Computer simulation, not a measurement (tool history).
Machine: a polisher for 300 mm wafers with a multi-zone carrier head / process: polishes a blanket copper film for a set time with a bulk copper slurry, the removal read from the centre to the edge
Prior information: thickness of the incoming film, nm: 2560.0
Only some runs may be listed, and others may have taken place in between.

run,hour,flow of slurry (ml/min),pressure of the head's centre zone,pressure of the head's middle zone,pressure of the head's edge zone,abrasive content of the slurry,polishing time (s),film removed at the wafer's centre (Å),film removed at mid-radius (Å),film removed at the wafer's edge (Å)
1,0.0,270,1.00,1.00,1.00,1.0,58,3561.6,3579.9,3777.0
2,1.1,270,1.00,1.00,1.00,0.8,58,3306.0,3415.7,3488.9
3,9.2,270,1.07,1.00,1.00,0.8,58,3465.5,3405.8,3528.5
4,17.6,270,1.07,1.00,0.99,0.8,58,3431.8,3350.4,3482.2
5,24.9,270,1.07,0.93,0.99,0.8,58,3451.6,3151.8,3522.1
6,29.9,270,1.07,0.93,0.99,0.8,51,3047.6,2795.0,3077.4
7,35.5,275,1.08,0.95,0.99,0.8,51,3024.6,2866.3,3080.2
8,44.2,280,1.09,0.96,0.99,0.8,51,3103.2,2844.7,3106.3
9,47.1,285,1.10,0.98,0.99,0.8,51,3113.8,2970.9,3106.3
10,54.3,290,1.11,0.99,0.99,0.8,51,3143.6,2954.3,3090.6
11,58.2,330,1.17,1.09,1.03,1.0,51,3560.3,3550.1,3437.9
12,63.1,325,1.17,1.09,1.02,1.0,51,3518.6,3459.0,3384.4

Run 13 is up next; what results do you expect?
13,69.3,320,1.17,1.09,1.02,1.0,51,?,?,?

film removed at the wafer's centre (Å): 3547.5
film removed at mid-radius (Å): 3526.0
film removed at the wafer's edge (Å): 3430.4
